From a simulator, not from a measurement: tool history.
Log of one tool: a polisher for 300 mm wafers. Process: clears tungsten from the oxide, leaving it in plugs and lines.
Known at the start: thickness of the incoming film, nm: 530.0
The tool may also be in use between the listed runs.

run  hour  flow of slurry (ml/min)  pressure of the wafer on the pad (psi)  speed of the pad under the wafer (m/s)  abrasive content of the slurry  overpolish time after the end point (s)  time until the end point was called (s)
  1     0                      165                                     4.4                                    1.32                               1                                       21                                   65.311
  2   6.7                      165                                     4.4                                    1.32                            0.85                                       21                                     66.9
  3   9.7                      165                                     4.4                                    1.32                            0.85                                       21                                    65.93
  4  10.7                      190                                     4.4                                    1.32                            0.85                                       21                                   66.666
  5  14.5                      190                                     4.4                                    1.32                            0.75                                       21                                   68.163
  6  22.2                      190                                     4.4                                    1.32                            0.75                                       21                                   68.324
  7  25.4                      190                                     4.7                                    1.32                            0.75                                       21                                   63.807
  8  33.2                      190                                     4.9                                    1.32                            0.75                                       21                                   59.711

Forecast run 9:
  9  40.3                      210                                     6.1                                    1.34                            0.75                                       21                                        ?

{"run 9": {"time until the end point was called (s)": 48.254}}
